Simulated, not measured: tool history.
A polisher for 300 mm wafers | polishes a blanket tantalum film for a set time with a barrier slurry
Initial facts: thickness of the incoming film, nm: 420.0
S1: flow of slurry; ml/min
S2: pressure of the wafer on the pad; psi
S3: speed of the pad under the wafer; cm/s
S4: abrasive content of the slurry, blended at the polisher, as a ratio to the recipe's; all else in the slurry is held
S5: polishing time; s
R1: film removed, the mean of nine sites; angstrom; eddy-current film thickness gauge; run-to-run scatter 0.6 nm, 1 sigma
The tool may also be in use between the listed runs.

Run 1, hour 0.0: S1 235 ml/min, S2 2.0 psi, S3 98 cm/s, S4 1.0, S5 48 s. Result: R1 942.46 angstrom.
Run 2, hour 7.6: S1 235 ml/min, S2 2.0 psi, S3 98 cm/s, S4 1.1, S5 48 s. Result: R1 960.69 angstrom.
Run 3, hour 12.0: S1 235 ml/min, S2 1.9 psi, S3 98 cm/s, S4 1.1, S5 48 s. Result: R1 899.75 angstrom.
Run 4, hour 16.4: S1 235 ml/min, S2 1.8 psi, S3 98 cm/s, S4 1.1, S5 48 s. Result: R1 875.85 angstrom.
Run 5, hour 23.9: S1 235 ml/min, S2 1.7 psi, S3 98 cm/s, S4 1.1, S5 48 s. Result: R1 810.08 angstrom.
Run 6, hour 26.5: S1 200 ml/min, S2 1.7 psi, S3 98 cm/s, S4 1.1, S5 48 s. Result: R1 798.17 angstrom.
Run 7, hour 29.0: S1 195 ml/min, S2 1.7 psi, S3 98 cm/s, S4 1.1, S5 48 s. Result: R1 803.96 angstrom.
Run 8, hour 36.4: S1 195 ml/min, S2 1.6 psi, S3 98 cm/s, S4 1.1, S5 48 s. Result: R1 752.55 angstrom.
Run 9, hour 41.1: S1 190 ml/min, S2 1.6 psi, S3 98 cm/s, S4 1.1, S5 48 s. Result: R1 753.53 angstrom.

Predict the results of run 10:
Run 10, hour 42.4: S1 190 ml/min, S2 1.6 psi, S3 98 cm/s, S4 1.1, S5 48 s. Result: R1 ?.

{"run 10": {"R1": 762.36}}

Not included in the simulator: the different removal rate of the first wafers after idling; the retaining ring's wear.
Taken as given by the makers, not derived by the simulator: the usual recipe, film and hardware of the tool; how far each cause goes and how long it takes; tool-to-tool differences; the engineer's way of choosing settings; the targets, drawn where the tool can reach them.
